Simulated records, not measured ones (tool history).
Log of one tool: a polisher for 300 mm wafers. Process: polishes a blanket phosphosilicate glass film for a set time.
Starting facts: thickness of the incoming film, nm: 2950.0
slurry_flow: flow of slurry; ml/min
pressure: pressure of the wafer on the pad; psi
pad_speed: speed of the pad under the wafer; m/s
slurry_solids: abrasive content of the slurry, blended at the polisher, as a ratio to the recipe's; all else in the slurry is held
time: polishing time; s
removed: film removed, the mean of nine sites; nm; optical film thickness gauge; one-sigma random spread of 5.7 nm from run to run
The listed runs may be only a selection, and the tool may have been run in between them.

{"run": 1, "hour": 0.0, "slurry_flow": 260, "pressure": 3.4, "pad_speed": 1.1, "slurry_solids": 1, "time": 71, "removed": 796.2}
{"run": 2, "hour": 7.9, "slurry_flow": 260, "pressure": 3.2, "pad_speed": 1.1, "slurry_solids": 1, "time": 71, "removed": 756.69}
{"run": 3, "hour": 9.7, "slurry_flow": 260, "pressure": 3, "pad_speed": 1.1, "slurry_solids": 1, "time": 71, "removed": 702.56}
{"run": 4, "hour": 13.7, "slurry_flow": 260, "pressure": 3, "pad_speed": 1.1, "slurry_solids": 0.85, "time": 71, "removed": 638.09}
{"run": 5, "hour": 16.0, "slurry_flow": 260, "pressure": 2.9, "pad_speed": 1.1, "slurry_solids": 0.85, "time": 71, "removed": 630.37}
{"run": 6, "hour": 23.7, "slurry_flow": 260, "pressure": 2.8, "pad_speed": 1.1, "slurry_solids": 0.85, "time": 71, "removed": 604.64}
{"run": 7, "hour": 25.7, "slurry_flow": 260, "pressure": 2.7, "pad_speed": 1.1, "slurry_solids": 0.85, "time": 71, "removed": 576.06}

Run 8 is up next; what results do you expect?
{"run": 8, "hour": 32.5, "slurry_flow": 260, "pressure": 2.6, "pad_speed": 1.1, "slurry_solids": 0.85, "time": 71, "removed": "?"}

{"run 8": {"removed": 563.17}}
